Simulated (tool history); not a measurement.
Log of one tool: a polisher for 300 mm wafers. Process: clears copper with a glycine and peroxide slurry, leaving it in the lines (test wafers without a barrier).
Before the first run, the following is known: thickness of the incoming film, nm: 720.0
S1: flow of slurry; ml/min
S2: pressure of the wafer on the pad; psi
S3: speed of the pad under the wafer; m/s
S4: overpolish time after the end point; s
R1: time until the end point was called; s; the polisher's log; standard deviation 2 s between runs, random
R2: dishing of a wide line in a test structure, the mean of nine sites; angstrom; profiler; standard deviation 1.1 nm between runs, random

run 1 hour=0.0 | S1=270 S2=3.2 S3=1.24 S4=12 | R1=89.608 R2=611.54
run 2 hour=1.0 | S1=270 S2=2.8 S3=1.22 S4=13 | R1=102.490 R2=611.96
run 3 hour=6.8 | S1=270 S2=2.5 S3=1.20 S4=13 | R1=114.790 R2=530.99
run 4 hour=12.7 | S1=270 S2=2.5 S3=1.20 S4=17 | R1=113.380 R2=656.91
run 5 hour=18.3 | S1=315 S2=2.5 S3=1.20 S4=17 | R1=112.760 R2=621.29
run 6 hour=22.6 | S1=315 S2=3.1 S3=1.20 S4=17 | R1=95.182 R2=732.33

Expected results for the next run?
run 7 hour=31.3 | S1=315 S2=2.8 S3=1.18 S4=17 | R1=? R2=?

Logged for run 7: R1 103.700 s, R2 693.60 angstrom.
